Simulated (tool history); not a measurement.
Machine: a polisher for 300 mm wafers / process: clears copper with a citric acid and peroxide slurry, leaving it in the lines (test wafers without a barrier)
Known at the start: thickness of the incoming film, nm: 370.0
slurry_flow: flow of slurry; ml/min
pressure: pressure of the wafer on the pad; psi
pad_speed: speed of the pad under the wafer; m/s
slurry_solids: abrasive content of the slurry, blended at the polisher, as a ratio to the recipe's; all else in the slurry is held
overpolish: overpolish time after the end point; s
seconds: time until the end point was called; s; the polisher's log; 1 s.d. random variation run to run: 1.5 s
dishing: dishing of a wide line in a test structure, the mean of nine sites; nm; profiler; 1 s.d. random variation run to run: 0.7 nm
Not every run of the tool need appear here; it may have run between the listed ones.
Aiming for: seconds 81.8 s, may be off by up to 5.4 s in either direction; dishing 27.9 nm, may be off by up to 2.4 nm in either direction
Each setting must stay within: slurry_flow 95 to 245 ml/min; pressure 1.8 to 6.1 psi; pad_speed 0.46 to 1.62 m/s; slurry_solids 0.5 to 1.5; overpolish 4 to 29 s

| run | day | slurry_flow | pressure | pad_speed | slurry_solids | overpolish | seconds | dishing |
|---|---|---|---|---|---|---|---|---|
| 1 | 0 | 155 | 3.9 | 1.04 | 1 | 15 | 125.75 | 24.479 |
| 2 | 0.283 | 155 | 4.1 | 1.04 | 1 | 14 | 119.64 | 24.075 |
| 3 | 0.458 | 155 | 4.1 | 1.04 | 0.9 | 14 | 122.03 | 24.229 |
| 4 | 0.812 | 155 | 4.1 | 1.16 | 0.9 | 14 | 112.06 | 24.544 |
|  | 1.146 | worn pad replaced by a new one |
| 5 | 1.146 | 155 | 4.1 | 0.92 | 0.9 | 14 | 124.42 | 24.547 |
| 6 | 1.421 | 155 | 4.3 | 0.94 | 0.9 | 14 | 121.27 | 25.696 |
| 7 | 1.525 | 155 | 4.5 | 0.98 | 0.9 | 13 | 108.18 | 23.945 |
| 8 | 1.833 | 155 | 4.6 | 0.98 | 0.9 | 13 | 105.43 | 26.16 |
| 9 | 1.912 | 155 | 4.7 | 1 | 0.9 | 13 | 99.289 | 25.845 |
| 10 | 2.05 | 155 | 4.8 | 1 | 0.9 | 13 | 101.52 | 28.031 |
| 11 | 2.292 | 155 | 4.9 | 1.02 | 0.9 | 13 | 97.089 | 27.651 |
| 12 | 2.467 | 155 | 5 | 1.04 | 0.9 | 13 | 92.985 | 29.288 |

5 next moves are on the table. One of them brings every result within its allowed miss. Which?
| A | 2.642 | 160 | 5.8 | 1.2 | 0.8 | 13 | ? | ? |
| B | 2.642 | 195 | 6.1 | 0.84 | 1.25 | 11 | ? | ? |
| C | 2.642 | 145 | 5.3 | 1.08 | 1 | 9 | ? | ? |
| D | 2.642 | 175 | 4.7 | 1.16 | 1.15 | 15 | ? | ? |
| E | 2.642 | 155 | 6.1 | 1.2 | 0.8 | 9 | ? | ? |

| move | seconds | dishing |
|---|---|---|
| A | 68.872 | 35.986 |
| B | 80.73 | 27.711 |
| C | 80.509 | 23.347 |
| D | 78.921 | 35.934 |
| E | 65.926 | 27.738 |
A: the result that was furthest off in the last run now lies on the other side of its target
B: all results land within tolerance of their targets
C: puts the biggest miss on target and leaves a different result outside tolerance
D: puts the biggest miss on target and leaves a different result outside tolerance
E: the result that was furthest off in the last run now lies on the other side of its target
Answer: B
